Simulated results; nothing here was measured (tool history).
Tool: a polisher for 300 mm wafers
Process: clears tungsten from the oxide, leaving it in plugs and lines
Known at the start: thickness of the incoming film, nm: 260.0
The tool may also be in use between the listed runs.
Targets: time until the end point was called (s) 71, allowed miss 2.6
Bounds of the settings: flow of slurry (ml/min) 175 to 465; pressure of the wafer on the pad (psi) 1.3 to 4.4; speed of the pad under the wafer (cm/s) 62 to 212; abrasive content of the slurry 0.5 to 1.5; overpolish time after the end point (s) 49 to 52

run  hour  flow of slurry (ml/min)  pressure of the wafer on the pad (psi)  speed of the pad under the wafer (cm/s)  abrasive content of the slurry  overpolish time after the end point (s)  time until the end point was called (s)
  1     0                      295                                     2.8                                      136                               1                                       49                                   46.153
  2   4.3                      295                                     2.8                                      136                            0.85                                       49                                   48.002
  3   7.6                      295                                     2.8                                      136                            0.85                                       49                                   47.762
  4  15.2                      295                                     2.8                                      136                             0.7                                       49                                   50.805
  5  19.9                      295                                     2.7                                      136                             0.7                                       49                                   52.077
  6  20.7                      295                                     2.6                                      136                             0.7                                       49                                   54.645
  7  22.6                      295                                     2.5                                      136                             0.7                                       49                                   56.318
  8  27.2                      295                                     2.4                                      136                             0.7                                       49                                   58.208
  9  30.9                      295                                     2.3                                      136                             0.7                                       49                                    61.25
 10  37.5                      295                                     2.2                                      136                             0.7                                       49                                   63.419

4 next moves are on the table. One of them brings every result within its allowed miss. Which?
  A  44.1                      275                                     1.8                                      130                            0.75                                       49                                        ?
  B  44.1                      295                                     1.9                                      132                             0.7                                       49                                        ?
  C  44.1                      255                                     2.3                                      130                             0.5                                       52                                        ?
  D  44.1                      330                                     2.1                                      150                             0.9                                       52                                        ?

move  time until the end point was called (s)
   A                                   79.694
   B                                   75.486
   C                                   69.939
   D                                   56.518
A: takes the result that was furthest off past its target
B: takes the result that was furthest off past its target
C: meets every target
D: further off than the last run
Move C is the one to make.
